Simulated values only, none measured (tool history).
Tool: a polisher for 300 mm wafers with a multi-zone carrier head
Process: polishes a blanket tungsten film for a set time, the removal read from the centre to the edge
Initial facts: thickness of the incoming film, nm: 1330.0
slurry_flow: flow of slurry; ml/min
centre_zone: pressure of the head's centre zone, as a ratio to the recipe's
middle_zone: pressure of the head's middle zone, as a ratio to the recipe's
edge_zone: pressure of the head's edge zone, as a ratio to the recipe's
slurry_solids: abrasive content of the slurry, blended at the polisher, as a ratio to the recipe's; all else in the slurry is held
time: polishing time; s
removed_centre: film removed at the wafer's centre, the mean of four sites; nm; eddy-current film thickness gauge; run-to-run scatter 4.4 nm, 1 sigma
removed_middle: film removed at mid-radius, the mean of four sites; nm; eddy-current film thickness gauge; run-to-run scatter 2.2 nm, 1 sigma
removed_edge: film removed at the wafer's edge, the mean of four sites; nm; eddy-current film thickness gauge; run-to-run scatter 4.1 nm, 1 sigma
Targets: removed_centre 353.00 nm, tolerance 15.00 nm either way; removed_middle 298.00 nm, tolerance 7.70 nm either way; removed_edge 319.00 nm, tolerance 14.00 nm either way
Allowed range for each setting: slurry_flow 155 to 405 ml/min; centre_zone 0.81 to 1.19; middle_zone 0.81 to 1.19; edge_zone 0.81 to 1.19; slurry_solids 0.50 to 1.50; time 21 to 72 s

run    day  slurry_flow  centre_zone  middle_zone  edge_zone  slurry_solids  time  removed_centre  removed_middle  removed_edge
  1  0.000          260         1.00         1.00       1.00           1.00    46          413.26          406.72        404.73
  2  0.371          260         1.00         0.98       0.99           0.95    46          399.28          394.54        394.90
  3  0.675          260         1.00         0.94       0.99           0.95    46          409.51          381.87        398.66
  4  0.846          260         1.00         0.94       0.93           0.95    46          413.72          382.09        384.35
  5  1.154          260         0.91         0.94       0.93           0.95    46          385.36          383.05        389.48
  6  1.421          260         0.85         0.94       0.93           0.95    46          360.65          376.12        382.74
  7  1.767          260         0.86         0.93       0.92           0.90    46          362.66          379.25        384.42
  8  2.112          255         0.87         0.92       0.91           0.90    45          350.25          364.42        374.81
  9  2.271          260         0.89         0.91       0.90           0.90    44          347.62          355.34        358.95
 10  2.375          255         0.91         0.90       0.90           0.90    44          356.53          350.16        354.20
 11  2.750          250         0.92         0.89       0.90           0.90    44          361.51          342.19        354.10
 12  3.029          245         0.92         0.88       0.89           0.90    44          365.21          336.08        363.54
 13  3.092          245         0.93         0.88       0.88           0.85    44          360.23          333.20        352.95
 14  3.458          245         0.94         0.88       0.87           0.85    44          359.27          335.10        346.49
 15  3.529          240         0.95         0.87       0.86           0.85    44          373.68          335.30        346.80
 16  3.725          225         0.94         0.81       0.82           0.60    43          323.76          277.94        308.78

Of the 4 settings listed for the next run, only one would bring every result within its allowed miss of target. Which one?
  A  3.921          215         1.09         0.87       0.81           0.55    46               ?               ?             ?
  B  3.921          245         0.96         0.84       0.92           0.50    48               ?               ?             ?
  C  3.921          235         1.11         0.81       0.81           0.60    45               ?               ?             ?
  D  3.921          385         0.96         0.81       0.81           0.50    45               ?               ?             ?

move  removed_centre  removed_middle  removed_edge
   A          375.64          312.94        317.62
   B          357.57          315.29        347.64
   C          383.08          296.96        319.11
   D          349.86          298.31        317.20
A: the result that was furthest off in the last run now lies on the other side of its target
B: the result that was furthest off in the last run now lies on the other side of its target
C: brings the result that was furthest off to its target, and leaves another outside
D: all results land within tolerance of their targets
The right move is D.

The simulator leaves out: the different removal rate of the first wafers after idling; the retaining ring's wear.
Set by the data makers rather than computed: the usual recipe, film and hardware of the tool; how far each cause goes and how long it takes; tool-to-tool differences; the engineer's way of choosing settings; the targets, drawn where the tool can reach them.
